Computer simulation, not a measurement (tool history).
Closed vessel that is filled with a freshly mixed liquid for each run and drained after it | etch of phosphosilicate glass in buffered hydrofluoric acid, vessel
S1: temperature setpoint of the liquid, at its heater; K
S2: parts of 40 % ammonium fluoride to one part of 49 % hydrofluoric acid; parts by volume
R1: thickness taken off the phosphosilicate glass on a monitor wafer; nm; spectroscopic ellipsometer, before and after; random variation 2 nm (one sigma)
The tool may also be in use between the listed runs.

run 1 hour=0 | S1=298.15 S2=21 time_in_the_liquid_(s)=30 | R1=136.38
run 2 hour=4.1 | S1=298.15 S2=21 time_in_the_liquid_(s)=30 | R1=136.19
run 3 hour=10.8 | S1=298.15 S2=21 time_in_the_liquid_(s)=30 | R1=136.4
run 4 hour=17.3 | S1=298.15 S2=21 time_in_the_liquid_(s)=30 | R1=136.58
run 5 hour=23.4 | S1=298.15 S2=16.5 time_in_the_liquid_(s)=30 | R1=169.22
run 6 hour=32.1 | S1=298.15 S2=22 time_in_the_liquid_(s)=30 | R1=132.32
run 7 hour=37.4 | S1=299.65 S2=18.5 time_in_the_liquid_(s)=30 | R1=165
run 8 hour=40.6 | S1=301.15 S2=16 time_in_the_liquid_(s)=30 | R1=207.44
run 9 hour=48.4 | S1=302.15 S2=14.5 time_in_the_liquid_(s)=30 | R1=239.73
run 10 hour=52.2 | S1=302.65 S2=13.5 time_in_the_liquid_(s)=30 | R1=264.11
run 11 hour=58.3 | S1=303.15 S2=13 time_in_the_liquid_(s)=30 | R1=283.87
run 12 hour=60.3 | S1=303.65 S2=12.5 time_in_the_liquid_(s)=30 | R1=299.65

The next listed run, before its measurement:
run 13 hour=62.5 | S1=304.15 S2=12.5 time_in_the_liquid_(s)=30 | R1=?

{"run 13": {"R1": 310.48}}

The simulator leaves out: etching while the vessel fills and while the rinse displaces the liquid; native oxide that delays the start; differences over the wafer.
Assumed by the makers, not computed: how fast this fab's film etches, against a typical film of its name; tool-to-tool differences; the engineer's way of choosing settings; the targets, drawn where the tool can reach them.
